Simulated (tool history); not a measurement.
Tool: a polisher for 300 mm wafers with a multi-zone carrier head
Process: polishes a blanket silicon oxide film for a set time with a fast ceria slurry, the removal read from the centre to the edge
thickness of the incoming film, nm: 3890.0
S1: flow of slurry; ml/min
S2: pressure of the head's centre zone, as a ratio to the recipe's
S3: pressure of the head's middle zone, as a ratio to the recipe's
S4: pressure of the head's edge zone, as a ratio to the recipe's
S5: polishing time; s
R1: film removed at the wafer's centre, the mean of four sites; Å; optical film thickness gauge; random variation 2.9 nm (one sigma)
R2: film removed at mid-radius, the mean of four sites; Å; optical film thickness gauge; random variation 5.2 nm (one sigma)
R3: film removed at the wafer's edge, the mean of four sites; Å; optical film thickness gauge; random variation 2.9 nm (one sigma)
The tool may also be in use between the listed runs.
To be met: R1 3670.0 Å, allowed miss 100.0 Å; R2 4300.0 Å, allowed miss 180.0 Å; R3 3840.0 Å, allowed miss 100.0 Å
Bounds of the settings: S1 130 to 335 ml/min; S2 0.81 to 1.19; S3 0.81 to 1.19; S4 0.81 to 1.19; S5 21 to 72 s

{"run": 1, "day": 0.0, "S1": 215, "S2": 1.0, "S3": 1.0, "S4": 1.0, "S5": 46, "R1": 4078.0, "R2": 4144.0, "R3": 4111.2}
{"run": 2, "day": 0.133, "S1": 215, "S2": 1.0, "S3": 1.0, "S4": 1.06, "S5": 46, "R1": 4096.5, "R2": 4082.5, "R3": 4182.3}
{"run": 3, "day": 0.229, "S1": 215, "S2": 1.0, "S3": 1.0, "S4": 1.06, "S5": 39, "R1": 3448.3, "R2": 3504.9, "R3": 3585.3}
{"run": 4, "day": 0.45, "S1": 170, "S2": 1.0, "S3": 1.0, "S4": 1.06, "S5": 39, "R1": 3362.0, "R2": 3461.5, "R3": 3469.6}
{"run": 5, "day": 0.617, "S1": 170, "S2": 1.0, "S3": 0.95, "S4": 1.06, "S5": 39, "R1": 3368.2, "R2": 3244.8, "R3": 3494.0}
{"run": 6, "day": 0.842, "S1": 170, "S2": 1.0, "S3": 0.88, "S4": 1.06, "S5": 39, "R1": 3323.5, "R2": 3006.6, "R3": 3476.6}
{"run": 7, "day": 0.892, "S1": 190, "S2": 1.0, "S3": 0.95, "S4": 1.07, "S5": 39, "R1": 3376.1, "R2": 3298.1, "R3": 3491.4}
{"run": 8, "day": 1.025, "S1": 200, "S2": 1.0, "S3": 1.0, "S4": 1.08, "S5": 40, "R1": 3518.1, "R2": 3565.7, "R3": 3643.3}
{"run": 9, "day": 1.304, "S1": 215, "S2": 1.0, "S3": 1.04, "S4": 1.09, "S5": 40, "R1": 3500.7, "R2": 3690.9, "R3": 3691.5}
{"run": 10, "day": 1.358, "S1": 270, "S2": 1.02, "S3": 1.14, "S4": 1.07, "S5": 41, "R1": 3877.0, "R2": 4243.7, "R3": 3740.2}
{"run": 11, "day": 1.521, "S1": 240, "S2": 0.97, "S3": 1.16, "S4": 1.12, "S5": 42, "R1": 3667.0, "R2": 4296.8, "R3": 3963.0}

4 next moves are on the table. One of them brings every result within its allowed miss. Which?
{"run": "A", "day": 1.683, "S1": 160, "S2": 0.99, "S3": 1.18, "S4": 1.06, "S5": 43, "R1": "?", "R2": "?", "R3": "?"}
{"run": "B", "day": 1.683, "S1": 255, "S2": 0.95, "S3": 1.19, "S4": 1.19, "S5": 42, "R1": "?", "R2": "?", "R3": "?"}
{"run": "C", "day": 1.683, "S1": 220, "S2": 0.96, "S3": 1.16, "S4": 1.1, "S5": 44, "R1": "?", "R2": "?", "R3": "?"}
{"run": "D", "day": 1.683, "S1": 250, "S2": 0.92, "S3": 1.15, "S4": 1.06, "S5": 44, "R1": "?", "R2": "?", "R3": "?"}

move=A R1=3698.6 R2=4227.9 R3=3852.4
move=B R1=3659.3 R2=4367.8 R3=4138.5
move=C R1=3812.4 R2=4412.7 R3=4120.5
move=D R1=3702.8 R2=4436.0 R3=4083.1
A: meets every target
B: further off than the last run
C: further off than the last run
D: further off than the last run
Move A is the one to make.

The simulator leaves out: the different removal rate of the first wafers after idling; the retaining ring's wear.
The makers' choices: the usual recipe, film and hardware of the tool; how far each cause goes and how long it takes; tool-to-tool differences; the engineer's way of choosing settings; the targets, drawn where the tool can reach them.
